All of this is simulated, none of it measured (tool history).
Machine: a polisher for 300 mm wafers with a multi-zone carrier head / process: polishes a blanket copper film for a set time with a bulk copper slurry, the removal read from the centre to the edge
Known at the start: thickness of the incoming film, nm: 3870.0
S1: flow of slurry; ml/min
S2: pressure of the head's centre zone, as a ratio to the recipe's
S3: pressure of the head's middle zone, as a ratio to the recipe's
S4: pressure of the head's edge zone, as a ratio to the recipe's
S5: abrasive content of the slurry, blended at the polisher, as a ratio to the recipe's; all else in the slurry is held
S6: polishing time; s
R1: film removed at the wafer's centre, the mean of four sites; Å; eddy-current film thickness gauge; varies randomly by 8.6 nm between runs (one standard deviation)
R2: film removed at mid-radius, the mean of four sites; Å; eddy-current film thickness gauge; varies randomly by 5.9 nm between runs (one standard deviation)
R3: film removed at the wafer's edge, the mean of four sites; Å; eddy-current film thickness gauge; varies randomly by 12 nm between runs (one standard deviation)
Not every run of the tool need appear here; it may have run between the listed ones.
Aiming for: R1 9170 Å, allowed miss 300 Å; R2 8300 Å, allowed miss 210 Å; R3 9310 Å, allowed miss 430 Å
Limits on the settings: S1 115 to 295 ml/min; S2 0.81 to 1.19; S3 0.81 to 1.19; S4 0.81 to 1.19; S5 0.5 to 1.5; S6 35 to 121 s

run	hour	S1	S2	S3	S4	S5	S6	R1	R2	R3
1	0	190	1	1	1	1	78	7296.1	7115.4	7067.6
2	4.1	190	1	1.06	1	1	78	7354.5	7407.4	6972.3
3	4.9	190	1	1.06	1	1	95	8953.8	8943.1	8390.9
4	5.8	190	1	1.06	0.95	1	95	8911.8	9016.1	8367.6
5	11.9	190	1	1.06	0.87	1	95	8964.6	8986.3	8274.3
6	13.6	190	1	1.06	0.87	1	85	7821.6	8055	7049.3
7	21.1	200	1	1.03	0.94	1.1	86	8274.1	8235.6	7848.4
8	23.5	210	1	1	0.97	1.15	86	8383.8	8164.6	8145.9
9	31.3	250	1.05	0.95	1.07	1.3	86	9434.7	8204.3	8842.3

Which single option among these 5 for the next run brings every result within its allowed miss of target? Just one does.
A	39.1	245	1.06	0.96	1.04	1.4	83	?	?	?
B	39.1	280	0.99	0.91	1.1	1.2	90	?	?	?
C	39.1	255	1.03	0.95	1.06	1.2	94	?	?	?
D	39.1	170	1.06	0.92	1.18	1.3	89	?	?	?
E	39.1	240	1.11	0.9	1.1	1.25	88	?	?	?

move	R1	R2	R3
A	9324.1	8207	8616.5
B	9257.2	8338.3	9383
C	9947.6	8930.8	9537.4
D	9220.3	7885.8	9288.2
E	10050	8005	9137.6
A: moves away from the targets compared with the last run
B: all results in spec
C: corrects the largest miss of the last run, while another result sits out of spec
D: corrects the largest miss of the last run, while another result sits out of spec
E: corrects the largest miss of the last run, while another result sits out of spec
So the answer is move B, the one that meets all the targets.
